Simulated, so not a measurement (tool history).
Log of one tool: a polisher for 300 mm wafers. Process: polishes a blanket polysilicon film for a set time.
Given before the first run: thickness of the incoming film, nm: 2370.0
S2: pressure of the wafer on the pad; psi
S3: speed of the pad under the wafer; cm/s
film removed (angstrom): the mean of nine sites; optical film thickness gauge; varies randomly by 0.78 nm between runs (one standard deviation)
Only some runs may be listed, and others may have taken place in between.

Run 1, hour 0.0: flow of slurry (ml/min) 125, S2 1.7 psi, S3 106 cm/s, polishing time (s) 35. Result: film removed (angstrom) 1514.9.
Run 2, hour 4.4: flow of slurry (ml/min) 125, S2 1.7 psi, S3 126 cm/s, polishing time (s) 35. Result: film removed (angstrom) 1769.3.
Run 3, hour 12.4: flow of slurry (ml/min) 125, S2 1.7 psi, S3 148 cm/s, polishing time (s) 35. Result: film removed (angstrom) 2065.9.
Run 4, hour 19.7: flow of slurry (ml/min) 115, S2 1.4 psi, S3 144 cm/s, polishing time (s) 35. Result: film removed (angstrom) 1721.5.
Run 5, hour 26.5: flow of slurry (ml/min) 110, S2 1.2 psi, S3 136 cm/s, polishing time (s) 35. Result: film removed (angstrom) 1429.2.
Run 6, hour 29.9: flow of slurry (ml/min) 105, S2 1.1 psi, S3 132 cm/s, polishing time (s) 35. Result: film removed (angstrom) 1318.2.

Run 7 comes next. What will it give?
Run 7, hour 31.7: flow of slurry (ml/min) 105, S2 1.0 psi, S3 128 cm/s, polishing time (s) 35. Result: film removed (angstrom) ?.

Run 7 measured film removed (angstrom) 1193.6.
